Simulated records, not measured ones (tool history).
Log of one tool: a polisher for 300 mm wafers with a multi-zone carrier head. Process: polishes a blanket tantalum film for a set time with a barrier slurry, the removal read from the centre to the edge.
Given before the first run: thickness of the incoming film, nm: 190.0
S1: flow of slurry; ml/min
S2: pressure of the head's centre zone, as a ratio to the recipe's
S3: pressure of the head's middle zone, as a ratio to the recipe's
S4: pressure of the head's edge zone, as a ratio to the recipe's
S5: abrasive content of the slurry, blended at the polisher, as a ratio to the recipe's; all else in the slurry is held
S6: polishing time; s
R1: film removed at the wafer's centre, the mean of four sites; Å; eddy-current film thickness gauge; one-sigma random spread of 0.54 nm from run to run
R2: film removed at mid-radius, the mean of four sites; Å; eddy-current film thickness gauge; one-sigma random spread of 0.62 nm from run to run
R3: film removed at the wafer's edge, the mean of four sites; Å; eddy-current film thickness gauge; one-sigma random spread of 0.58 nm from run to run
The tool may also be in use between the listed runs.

Run 1, day 0.000: S1 230 ml/min, S2 1.00, S3 1.00, S4 1.00, S5 1.00, S6 55 s. Result: R1 737.85 Å, R2 729.83 Å, R3 677.96 Å.
Run 2, day 0.171: S1 225 ml/min, S2 0.97, S3 0.98, S4 0.99, S5 0.90, S6 51 s. Result: R1 645.33 Å, R2 649.25 Å, R3 612.17 Å.
Run 3, day 0.271: S1 200 ml/min, S2 0.97, S3 0.98, S4 0.99, S5 0.90, S6 51 s. Result: R1 626.95 Å, R2 642.33 Å, R3 623.99 Å.
Run 4, day 0.583: S1 200 ml/min, S2 0.97, S3 0.98, S4 0.99, S5 0.90, S6 41 s. Result: R1 512.27 Å, R2 515.16 Å, R3 491.78 Å.
Run 5, day 0.946: S1 200 ml/min, S2 1.04, S3 0.98, S4 0.99, S5 0.90, S6 41 s. Result: R1 543.76 Å, R2 500.31 Å, R3 477.00 Å.
Run 6, day 1.233: S1 200 ml/min, S2 1.04, S3 0.98, S4 0.99, S5 0.90, S6 36 s. Result: R1 468.77 Å, R2 449.64 Å, R3 425.92 Å.

Run 7, settings as shown, results not yet in. Your forecast:
Run 7, day 1.271: S1 195 ml/min, S2 1.02, S3 0.98, S4 1.00, S5 0.85, S6 36 s. Result: R1 ?, R2 ?, R3 ?.

R1: 447.59 Å
R2: 437.17 Å
R3: 411.37 Å
